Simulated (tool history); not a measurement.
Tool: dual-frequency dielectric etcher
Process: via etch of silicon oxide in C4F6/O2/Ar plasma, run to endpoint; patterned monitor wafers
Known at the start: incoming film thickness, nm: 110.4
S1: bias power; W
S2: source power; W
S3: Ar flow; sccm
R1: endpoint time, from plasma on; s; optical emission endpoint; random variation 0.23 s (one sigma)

Run 1, day 0.000: S1 613 W, S2 430 W, S3 254 sccm. Result: R1 21.839 s.
Run 2, day 0.042: S1 572 W, S2 410 W, S3 256 sccm. Result: R1 23.374 s.
Run 3, day 0.104: S1 654 W, S2 410 W, S3 256 sccm. Result: R1 22.230 s.
Run 4, day 0.350: S1 741 W, S2 410 W, S3 256 sccm. Result: R1 21.675 s.
Run 5, day 0.721: S1 741 W, S2 370 W, S3 256 sccm. Result: R1 22.729 s.
Run 6, day 0.742: S1 716 W, S2 350 W, S3 258 sccm. Result: R1 23.177 s.
Run 7, day 0.767: S1 594 W, S2 280 W, S3 271 sccm. Result: R1 27.468 s.

Run 8 comes next. What will it give?
Run 8, day 1.062: S1 609 W, S2 290 W, S3 270 sccm. Result: R1 ?.

{"run 8": {"R1": 26.756}}
